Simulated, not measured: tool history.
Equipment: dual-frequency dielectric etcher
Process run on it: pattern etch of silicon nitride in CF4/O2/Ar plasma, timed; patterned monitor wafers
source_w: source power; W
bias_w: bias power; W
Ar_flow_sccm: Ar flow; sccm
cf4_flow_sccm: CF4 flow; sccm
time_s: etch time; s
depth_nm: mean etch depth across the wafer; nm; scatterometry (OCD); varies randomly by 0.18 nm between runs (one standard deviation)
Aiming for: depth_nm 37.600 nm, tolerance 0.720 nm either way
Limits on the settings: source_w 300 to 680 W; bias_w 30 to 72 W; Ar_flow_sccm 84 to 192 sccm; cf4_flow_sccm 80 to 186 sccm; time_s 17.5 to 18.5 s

run	hour	source_w	bias_w	Ar_flow_sccm	cf4_flow_sccm	time_s	depth_nm
1	0.0	490	51	138	133	17.5	32.425
2	0.6	450	51	138	133	17.5	29.590
3	5.2	450	51	138	133	18.5	31.535
4	11.8	450	58	138	133	18.5	32.952
5	14.5	470	58	138	133	18.5	34.480
6	18.5	480	58	138	133	18.5	34.965
7	19.6	490	58	138	133	18.5	36.143
8	22.9	500	58	138	133	18.5	36.656

Which single option among these 4 for the next run brings every result within its allowed miss of target? Just one does.
A	26.2	470	57	132	139	18.5	?
B	26.2	540	53	138	131	18.0	?
C	26.2	470	66	135	115	18.5	?
D	26.2	460	63	114	149	18.5	?

move	depth_nm
A	34.535
B	37.419
C	35.727
D	35.741
A: further off than the last run
B: every result within its allowed miss
C: further off than the last run
D: further off than the last run
Answer: B
